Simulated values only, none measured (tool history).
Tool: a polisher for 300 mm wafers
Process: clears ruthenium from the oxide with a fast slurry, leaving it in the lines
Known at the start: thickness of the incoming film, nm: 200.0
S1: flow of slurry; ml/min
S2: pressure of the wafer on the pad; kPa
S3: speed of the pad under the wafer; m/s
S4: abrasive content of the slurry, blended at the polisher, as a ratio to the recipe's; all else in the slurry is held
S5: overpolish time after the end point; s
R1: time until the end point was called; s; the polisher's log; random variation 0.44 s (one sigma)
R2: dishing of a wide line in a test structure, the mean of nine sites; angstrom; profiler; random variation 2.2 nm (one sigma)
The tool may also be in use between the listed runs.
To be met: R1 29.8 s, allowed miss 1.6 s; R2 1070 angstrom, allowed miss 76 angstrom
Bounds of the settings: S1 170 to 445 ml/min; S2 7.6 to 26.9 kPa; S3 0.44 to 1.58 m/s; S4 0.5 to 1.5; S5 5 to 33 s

run  hour   S1    S2    S3  S4  S5      R1      R2
  1     0  285  17.2     1   1  17  50.677  503.83
  2   0.7  285  17.2     1   1  20  50.161  573.76
  3   8.9  350  17.2     1   1  20  49.973  593.58
  4   9.9  350  18.6     1   1  21  45.597  651.88
  5  17.5  350  19.3     1   1  22  44.314  671.91
  6  24.1  350    20  1.02   1  23  42.677  697.27
  7    26  350    20  1.02   1  23  43.339  718.94
  8  29.9  350  20.7  1.04   1  24  41.641  773.13
  9  37.8  350  21.4  1.06   1  24  37.812  822.75
 10  40.1  350  22.1  1.06   1  24  37.447  827.32
 11  45.3  350  22.8  1.06   1  24  36.398  847.47
 12  47.8  350  23.4  1.06   1  24  35.571  853.16
 13  55.1  350  24.1  1.06   1  24  33.626   898.6
 14  57.5  350  24.8  1.06   1  24  32.348  909.52

Which of these 5 next moves meets every target?
  A  59.9  320  23.4  1.12  1.05  19   ?   ?
  B  59.9  200  24.1  0.96   1.1  26   ?   ?
  C  59.9  390  26.9  1.12   0.8  19   ?   ?
  D  59.9  405  26.9  1.14   0.9  28   ?   ?
  E  59.9  445  26.9  0.92  0.85  21   ?   ?

move      R1      R2
   A  33.036   769.3
   B  38.377  858.62
   C  31.874  788.51
   D  29.716  1044.5
   E  37.264  758.49
A: further off than the last run
B: further off than the last run
C: further off than the last run
D: meets every target
E: further off than the last run
The right move is D.
